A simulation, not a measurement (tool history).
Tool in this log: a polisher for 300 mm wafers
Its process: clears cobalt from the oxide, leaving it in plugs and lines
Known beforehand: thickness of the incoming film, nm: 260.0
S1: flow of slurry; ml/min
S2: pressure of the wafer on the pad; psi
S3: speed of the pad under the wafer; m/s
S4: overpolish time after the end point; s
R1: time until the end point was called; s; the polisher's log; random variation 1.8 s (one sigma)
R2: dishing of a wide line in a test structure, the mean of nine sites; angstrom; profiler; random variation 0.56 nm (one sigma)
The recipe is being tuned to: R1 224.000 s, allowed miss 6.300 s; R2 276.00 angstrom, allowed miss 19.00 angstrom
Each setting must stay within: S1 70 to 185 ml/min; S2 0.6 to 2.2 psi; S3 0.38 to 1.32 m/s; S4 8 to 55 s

| run | hour | S1 | S2 | S3 | S4 | R1 | R2 |
|---|---|---|---|---|---|---|---|
| 1 | 0.0 | 120 | 1.4 | 0.84 | 28 | 104.910 | 407.81 |
| 2 | 7.7 | 120 | 1.7 | 0.84 | 28 | 88.985 | 446.35 |
| 3 | 9.0 | 115 | 1.5 | 0.82 | 28 | 103.720 | 407.36 |
| 4 | 17.2 | 115 | 1.5 | 0.82 | 23 | 102.110 | 382.64 |
| 5 | 19.0 | 110 | 1.4 | 0.80 | 24 | 111.530 | 357.79 |
| 6 | 27.8 | 110 | 1.4 | 0.80 | 13 | 112.920 | 240.63 |
| 7 | 29.6 | 105 | 1.3 | 0.78 | 15 | 123.750 | 245.22 |
|  | 35.7 | head pressure recalibrated |
| 8 | 35.7 | 105 | 1.2 | 0.76 | 17 | 139.220 | 252.04 |
| 9 | 42.3 | 100 | 1.1 | 0.76 | 19 | 151.640 | 254.03 |

Which one of the following 5 next-run settings gets every result inside its allowed miss? There is exactly one.
| A | 48.9 | 90 | 1.0 | 0.60 | 38 | ? | ? |
| B | 48.9 | 85 | 0.8 | 0.68 | 40 | ? | ? |
| C | 48.9 | 105 | 0.9 | 0.56 | 31 | ? | ? |
| D | 48.9 | 90 | 0.8 | 0.72 | 39 | ? | ? |
| E | 48.9 | 120 | 1.2 | 1.18 | 13 | ? | ? |

| move | R1 | R2 |
|---|---|---|
| A | 204.870 | 339.84 |
| B | 223.380 | 332.69 |
| C | 225.660 | 277.79 |
| D | 209.850 | 340.41 |
| E | 93.692 | 277.33 |
A: closes in on the targets versus the last run, not all within tolerance yet
B: brings the last run's worst result on target, with another outside its allowed miss
C: in spec on every target
D: closes in on the targets versus the last run, not all within tolerance yet
E: moves away from the targets compared with the last run
Move C is the one to make.
